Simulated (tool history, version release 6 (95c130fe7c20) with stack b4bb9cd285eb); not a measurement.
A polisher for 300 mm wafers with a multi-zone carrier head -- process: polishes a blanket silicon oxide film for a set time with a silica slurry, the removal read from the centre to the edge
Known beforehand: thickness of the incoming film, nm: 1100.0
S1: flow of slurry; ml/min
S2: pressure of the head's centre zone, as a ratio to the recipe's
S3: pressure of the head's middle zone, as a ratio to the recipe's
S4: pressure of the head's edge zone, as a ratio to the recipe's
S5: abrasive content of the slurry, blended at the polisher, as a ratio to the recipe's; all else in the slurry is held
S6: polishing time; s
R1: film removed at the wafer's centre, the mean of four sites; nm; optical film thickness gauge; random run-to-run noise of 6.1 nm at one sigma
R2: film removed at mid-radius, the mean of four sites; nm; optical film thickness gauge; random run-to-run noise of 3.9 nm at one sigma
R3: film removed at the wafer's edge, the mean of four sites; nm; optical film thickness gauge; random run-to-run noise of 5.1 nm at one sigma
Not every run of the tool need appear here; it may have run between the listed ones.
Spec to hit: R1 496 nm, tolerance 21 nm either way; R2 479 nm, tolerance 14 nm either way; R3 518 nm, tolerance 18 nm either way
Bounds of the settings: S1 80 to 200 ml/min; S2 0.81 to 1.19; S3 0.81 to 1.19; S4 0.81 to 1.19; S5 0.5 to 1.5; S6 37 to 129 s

{"run": 1, "hour": 0.0, "S1": 130, "S2": 1, "S3": 1, "S4": 1, "S5": 1, "S6": 83, "R1": 336.72, "R2": 332.38, "R3": 340.73}
{"run": 2, "hour": 8.2, "S1": 130, "S2": 1, "S3": 0.94, "S4": 1, "S5": 1, "S6": 83, "R1": 332.67, "R2": 320.87, "R3": 331.73}
{"run": 3, "hour": 10.1, "S1": 135, "S2": 1.01, "S3": 0.97, "S4": 1.04, "S5": 1.1, "S6": 84, "R1": 357.41, "R2": 345.92, "R3": 360.45}
{"run": 4, "hour": 15.2, "S1": 155, "S2": 1.01, "S3": 0.97, "S4": 1.04, "S5": 1.1, "S6": 84, "R1": 371.43, "R2": 358.15, "R3": 366.13}
{"run": 5, "hour": 18.6, "S1": 145, "S2": 1.02, "S3": 0.98, "S4": 1.06, "S5": 1.2, "S6": 87, "R1": 403.45, "R2": 376.31, "R3": 393.34}
{"run": 6, "hour": 23.2, "S1": 145, "S2": 1.02, "S3": 0.98, "S4": 1.1, "S5": 1.2, "S6": 87, "R1": 397.12, "R2": 384, "R3": 394.75}
{"run": 7, "hour": 29.2, "S1": 140, "S2": 1.01, "S3": 0.97, "S4": 1.11, "S5": 1.25, "S6": 90, "R1": 409.1, "R2": 388.18, "R3": 416.9}
{"run": 8, "hour": 37.2, "S1": 140, "S2": 1.01, "S3": 0.98, "S4": 1.12, "S5": 1.3, "S6": 92, "R1": 421.38, "R2": 409.76, "R3": 434.35}
{"run": 9, "hour": 45.6, "S1": 145, "S2": 1.01, "S3": 0.98, "S4": 1.13, "S5": 1.35, "S6": 93, "R1": 442.44, "R2": 429.12, "R3": 448.9}
{"run": 10, "hour": 52.7, "S1": 150, "S2": 1.01, "S3": 0.97, "S4": 1.14, "S5": 1.4, "S6": 94, "R1": 459.22, "R2": 432.79, "R3": 466.67}
{"run": 11, "hour": 54.0, "S1": 155, "S2": 1, "S3": 0.97, "S4": 1.15, "S5": 1.4, "S6": 95, "R1": 448.51, "R2": 440.76, "R3": 470.92}
{"run": 12, "hour": 61.6, "S1": 155, "S2": 1, "S3": 0.97, "S4": 1.16, "S5": 1.4, "S6": 96, "R1": 466.36, "R2": 448.53, "R3": 481.05}
{"hour": 67.7, "done": "worn pad replaced by a new one"}
{"run": 13, "hour": 67.7, "S1": 160, "S2": 1, "S3": 0.97, "S4": 1.17, "S5": 1.4, "S6": 96, "R1": 537.95, "R2": 513.9, "R3": 549.86}
{"run": 14, "hour": 71.5, "S1": 155, "S2": 1, "S3": 0.97, "S4": 1.17, "S5": 1.4, "S6": 96, "R1": 533.88, "R2": 516.32, "R3": 555.65}
{"run": 15, "hour": 79.0, "S1": 150, "S2": 1, "S3": 0.97, "S4": 1.17, "S5": 1.4, "S6": 96, "R1": 524.77, "R2": 509.71, "R3": 552.03}

Pick the move, out of 5, that brings all results within their allowed miss; only one does.
{"run": "A", "hour": 86.5, "S1": 125, "S2": 0.93, "S3": 0.97, "S4": 1.14, "S5": 1.5, "S6": 85, "R1": "?", "R2": "?", "R3": "?"}
{"run": "B", "hour": 86.5, "S1": 165, "S2": 0.98, "S3": 1.02, "S4": 1.1, "S5": 1.35, "S6": 93, "R1": "?", "R2": "?", "R3": "?"}
{"run": "C", "hour": 86.5, "S1": 200, "S2": 1.01, "S3": 0.96, "S4": 1.18, "S5": 1.15, "S6": 98, "R1": "?", "R2": "?", "R3": "?"}
{"run": "D", "hour": 86.5, "S1": 160, "S2": 0.99, "S3": 0.99, "S4": 1.18, "S5": 1.4, "S6": 83, "R1": "?", "R2": "?", "R3": "?"}
{"run": "E", "hour": 86.5, "S1": 100, "S2": 1.09, "S3": 1.02, "S4": 1.17, "S5": 1.25, "S6": 101, "R1": "?", "R2": "?", "R3": "?"}

move=A R1=427.47 R2=447.89 R3=477.32
move=B R1=498.13 R2=516.59 R3=516.23
move=C R1=520.83 R2=508.22 R3=539.74
move=D R1=450.57 R2=455.95 R3=479.71
move=E R1=489.6 R2=481.24 R3=513.04
A: the result that was furthest off in the last run now lies on the other side of its target
B: further off than the last run
C: no better and no worse than the last run
D: the result that was furthest off in the last run now lies on the other side of its target
E: meets every target
The move that meets every target is E.
